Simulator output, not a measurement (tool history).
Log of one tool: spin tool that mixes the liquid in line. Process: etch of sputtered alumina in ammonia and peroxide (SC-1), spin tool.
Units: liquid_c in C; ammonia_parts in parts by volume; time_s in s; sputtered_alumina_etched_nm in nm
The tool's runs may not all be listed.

run 1 hour=0.0 | liquid_c=47.0 ammonia_parts=0.6 time_s=280 | sputtered_alumina_etched_nm=17.621
run 2 hour=8.5 | liquid_c=46.5 ammonia_parts=0.6 time_s=280 | sputtered_alumina_etched_nm=17.070
run 3 hour=9.4 | liquid_c=42.5 ammonia_parts=0.6 time_s=280 | sputtered_alumina_etched_nm=13.562
run 4 hour=17.2 | liquid_c=43.0 ammonia_parts=0.6 time_s=280 | sputtered_alumina_etched_nm=13.978
run 5 hour=22.7 | liquid_c=43.0 ammonia_parts=0.4 time_s=280 | sputtered_alumina_etched_nm=13.475
run 6 hour=28.8 | liquid_c=49.5 ammonia_parts=0.4 time_s=280 | sputtered_alumina_etched_nm=19.204
run 7 hour=30.4 | liquid_c=49.0 ammonia_parts=0.4 time_s=280 | sputtered_alumina_etched_nm=18.765
run 8 hour=37.6 | liquid_c=48.5 ammonia_parts=0.4 time_s=280 | sputtered_alumina_etched_nm=18.771
-- hour=39.6 heated supply line repaired
run 9 hour=39.6 | liquid_c=48.0 ammonia_parts=0.4 time_s=280 | sputtered_alumina_etched_nm=22.035
run 10 hour=42.2 | liquid_c=47.0 ammonia_parts=0.4 time_s=280 | sputtered_alumina_etched_nm=20.364
run 11 hour=51.2 | liquid_c=46.0 ammonia_parts=0.4 time_s=280 | sputtered_alumina_etched_nm=19.845
run 12 hour=53.1 | liquid_c=38.5 ammonia_parts=0.4 time_s=280 | sputtered_alumina_etched_nm=12.600

Run 13 comes next. What will it give?
run 13 hour=54.4 | liquid_c=39.0 ammonia_parts=0.4 time_s=280 | sputtered_alumina_etched_nm=?

{"run 13": {"sputtered_alumina_etched_nm": 13.017}}
